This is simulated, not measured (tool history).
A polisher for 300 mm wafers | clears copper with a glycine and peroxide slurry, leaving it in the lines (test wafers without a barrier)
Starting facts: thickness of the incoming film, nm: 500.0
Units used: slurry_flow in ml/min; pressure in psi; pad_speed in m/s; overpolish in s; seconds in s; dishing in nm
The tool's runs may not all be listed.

{"run": 1, "day": 0.0, "slurry_flow": 175, "pressure": 2.7, "pad_speed": 0.96, "overpolish": 15, "seconds": 80.608, "dishing": 32.968}
{"run": 2, "day": 0.192, "slurry_flow": 175, "pressure": 2.8, "pad_speed": 0.96, "overpolish": 14, "seconds": 78.475, "dishing": 32.391}
{"run": 3, "day": 0.392, "slurry_flow": 175, "pressure": 2.8, "pad_speed": 1.06, "overpolish": 14, "seconds": 73.149, "dishing": 32.918}
{"run": 4, "day": 0.767, "slurry_flow": 175, "pressure": 2.8, "pad_speed": 1.06, "overpolish": 13, "seconds": 72.909, "dishing": 31.611}
{"run": 5, "day": 0.833, "slurry_flow": 175, "pressure": 3.1, "pad_speed": 1.06, "overpolish": 13, "seconds": 68.818, "dishing": 32.486}
{"run": 6, "day": 1.058, "slurry_flow": 175, "pressure": 2.5, "pad_speed": 1.06, "overpolish": 13, "seconds": 79.319, "dishing": 31.862}

What will run 7 give?
{"run": 7, "day": 1.254, "slurry_flow": 185, "pressure": 3.2, "pad_speed": 1.08, "overpolish": 8, "seconds": "?", "dishing": "?"}

{"run 7": {"seconds": 67.406, "dishing": 26.636}}
